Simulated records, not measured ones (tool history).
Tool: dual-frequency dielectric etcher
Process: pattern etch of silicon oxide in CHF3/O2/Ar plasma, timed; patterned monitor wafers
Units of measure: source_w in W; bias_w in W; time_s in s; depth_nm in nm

| run | day | source_w | bias_w | time_s | depth_nm |
|---|---|---|---|---|---|
| 1 | 0 | 560 | 226 | 515 | 1038.9 |
| 2 | 0.108 | 560 | 226 | 538.5 | 1101.8 |
| 3 | 0.354 | 560 | 256 | 538.5 | 1145.9 |
| 4 | 0.658 | 660 | 256 | 538.5 | 1204.3 |
| 5 | 1.017 | 660 | 272 | 538.5 | 1226.4 |
| 6 | 1.283 | 660 | 236 | 538.5 | 1171.5 |
| 7 | 1.312 | 610 | 213 | 535 | 1106.8 |
| 8 | 1.4 | 500 | 168 | 518 | 935.18 |

Run 9 has not been measured yet. What should we expect?
| 9 | 1.508 | 480 | 166 | 518 | ? |

{"run 9": {"depth_nm": 911.36}}

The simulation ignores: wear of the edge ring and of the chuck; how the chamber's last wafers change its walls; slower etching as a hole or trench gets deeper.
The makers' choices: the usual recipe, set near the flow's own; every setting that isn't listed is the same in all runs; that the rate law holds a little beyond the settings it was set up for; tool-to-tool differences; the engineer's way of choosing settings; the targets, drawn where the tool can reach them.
